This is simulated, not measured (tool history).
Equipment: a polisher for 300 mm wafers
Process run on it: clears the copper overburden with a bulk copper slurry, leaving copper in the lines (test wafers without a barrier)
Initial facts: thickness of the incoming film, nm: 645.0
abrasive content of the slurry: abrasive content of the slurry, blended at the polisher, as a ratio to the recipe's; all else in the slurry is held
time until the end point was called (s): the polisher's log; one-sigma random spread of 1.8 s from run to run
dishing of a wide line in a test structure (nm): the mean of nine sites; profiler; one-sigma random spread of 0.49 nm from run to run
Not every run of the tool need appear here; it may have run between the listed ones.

run  hour  flow of slurry (ml/min)  pressure of the wafer on the pad (kPa)  speed of the pad under the wafer (m/s)  abrasive content of the slurry  overpolish time after the end point (s)  time until the end point was called (s)  dishing of a wide line in a test structure (nm)
  1   0.0                      275                                    15.9                                    1.00                            1.00                                       27                                   98.404                                           71.654
  2   7.1                      275                                    15.9                                    1.00                            1.00                                       32                                   94.267                                           76.281
  3   8.3                      275                                    15.9                                    0.90                            1.00                                       32                                  107.800                                           74.158
  4  11.7                      265                                    15.2                                    0.96                            0.95                                       29                                  106.440                                           70.076
  5  14.5                      265                                    15.2                                    0.96                            1.05                                       29                                  104.100                                           71.036
  6  22.3                      265                                    15.2                                    1.06                            1.05                                       29                                   93.896                                           73.775
  7  25.9                      255                                    14.5                                    1.10                            1.00                                       27                                   97.834                                           70.942
  8  31.1                      275                                    13.8                                    1.10                            1.05                                       25                                   99.894                                           68.357
  9  39.9                      265                                    13.1                                    1.14                            1.00                                       23                                  105.430                                           63.454
 10  43.3                      265                                    12.4                                    1.18                            0.95                                       21                                  107.600                                           60.339
 11  50.6                      270                                    11.7                                    1.22                            0.90                                       20                                  108.980                                           57.222
 12  54.1                      280                                    11.0                                    1.24                            0.85                                       19                                  118.420                                           54.832

Run 13 comes next. What will it give?
 13  60.1                      265                                    10.3                                    1.28                            0.80                                       18                                        ?                                                ?

time until the end point was called (s): 122.840
dishing of a wide line in a test structure (nm): 49.530
